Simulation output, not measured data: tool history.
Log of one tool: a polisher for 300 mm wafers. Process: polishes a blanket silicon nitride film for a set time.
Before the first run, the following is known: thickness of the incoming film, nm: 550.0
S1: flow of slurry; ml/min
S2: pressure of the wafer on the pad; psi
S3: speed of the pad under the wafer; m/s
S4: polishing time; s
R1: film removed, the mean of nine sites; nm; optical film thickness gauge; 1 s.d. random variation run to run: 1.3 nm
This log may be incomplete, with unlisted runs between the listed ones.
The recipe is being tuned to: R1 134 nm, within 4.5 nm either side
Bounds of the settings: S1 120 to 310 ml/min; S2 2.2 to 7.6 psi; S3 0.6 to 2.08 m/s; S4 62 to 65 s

Run 1, day 0: S1 200 ml/min, S2 4.9 psi, S3 1.34 m/s, S4 62 s. Result: R1 188.44 nm.
Run 2, day 0.212: S1 195 ml/min, S2 4.4 psi, S3 1.34 m/s, S4 62 s. Result: R1 166.5 nm.
Run 3, day 0.45: S1 195 ml/min, S2 4.4 psi, S3 1.34 m/s, S4 62 s. Result: R1 168.38 nm.
Run 4, day 0.629: S1 190 ml/min, S2 4.1 psi, S3 1.34 m/s, S4 62 s. Result: R1 156.41 nm.
Run 5, day 0.758: S1 185 ml/min, S2 3.9 psi, S3 1.34 m/s, S4 62 s. Result: R1 147.5 nm.
Run 6, day 0.854: S1 185 ml/min, S2 2.8 psi, S3 1.34 m/s, S4 62 s. Result: R1 110.47 nm.
Run 7, day 1.175: S1 185 ml/min, S2 2.8 psi, S3 1.34 m/s, S4 62 s. Result: R1 108.77 nm.
Run 8, day 1.35: S1 185 ml/min, S2 3 psi, S3 1.34 m/s, S4 62 s. Result: R1 118.01 nm.
Run 9, day 1.579: S1 185 ml/min, S2 3.1 psi, S3 1.34 m/s, S4 62 s. Result: R1 120.7 nm.
Run 10, day 1.904: S1 185 ml/min, S2 3.2 psi, S3 1.34 m/s, S4 62 s. Result: R1 121.79 nm.
Run 11, day 2.017: S1 190 ml/min, S2 3.3 psi, S3 1.34 m/s, S4 62 s. Result: R1 126.71 nm.

Of the 5 settings listed for the next run, only one would bring every result within its allowed miss of target. Which one?
Run A, day 2.129: S1 150 ml/min, S2 3.1 psi, S3 1.36 m/s, S4 62 s. Result: R1 ?.
Run B, day 2.129: S1 140 ml/min, S2 2.5 psi, S3 1.72 m/s, S4 65 s. Result: R1 ?.
Run C, day 2.129: S1 225 ml/min, S2 3.4 psi, S3 1.4 m/s, S4 65 s. Result: R1 ?.
Run D, day 2.129: S1 195 ml/min, S2 3.5 psi, S3 1.32 m/s, S4 62 s. Result: R1 ?.
Run E, day 2.129: S1 185 ml/min, S2 3 psi, S3 1.38 m/s, S4 64 s. Result: R1 ?.

move      R1
   A  118.66
   B  120.85
   C  146.07
   D  134.61
   E  123.41
A: further off than the last run
B: further off than the last run
C: takes the biggest miss from the last run beyond its target
D: all results land within tolerance of their targets
E: further off than the last run
Answer: D

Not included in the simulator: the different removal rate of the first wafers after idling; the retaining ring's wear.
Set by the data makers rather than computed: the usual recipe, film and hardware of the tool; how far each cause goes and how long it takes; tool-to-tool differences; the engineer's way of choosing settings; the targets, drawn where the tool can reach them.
